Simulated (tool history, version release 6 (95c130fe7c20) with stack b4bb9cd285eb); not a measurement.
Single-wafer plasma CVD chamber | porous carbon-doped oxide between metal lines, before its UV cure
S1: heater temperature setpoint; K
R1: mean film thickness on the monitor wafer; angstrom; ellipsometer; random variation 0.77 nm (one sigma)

run 1 hour=0.0 | S1=563.15 RF_power_(W)=545 deposition_time_(s)=18.3 | R1=1141.7
run 2 hour=2.2 | S1=560.15 RF_power_(W)=565 deposition_time_(s)=18.3 | R1=1190.5
run 3 hour=4.2 | S1=557.15 RF_power_(W)=580 deposition_time_(s)=18.3 | R1=1228.0
run 4 hour=10.1 | S1=557.15 RF_power_(W)=620 deposition_time_(s)=18.3 | R1=1304.5
run 5 hour=14.0 | S1=555.15 RF_power_(W)=625 deposition_time_(s)=18.3 | R1=1311.8
run 6 hour=14.9 | S1=555.15 RF_power_(W)=675 deposition_time_(s)=18.3 | R1=1388.7
run 7 hour=15.5 | S1=553.15 RF_power_(W)=675 deposition_time_(s)=18.3 | R1=1389.1

Forecast run 8:
run 8 hour=20.4 | S1=551.15 RF_power_(W)=680 deposition_time_(s)=18.3 | R1=?

{"run 8": {"R1": 1422.4}}
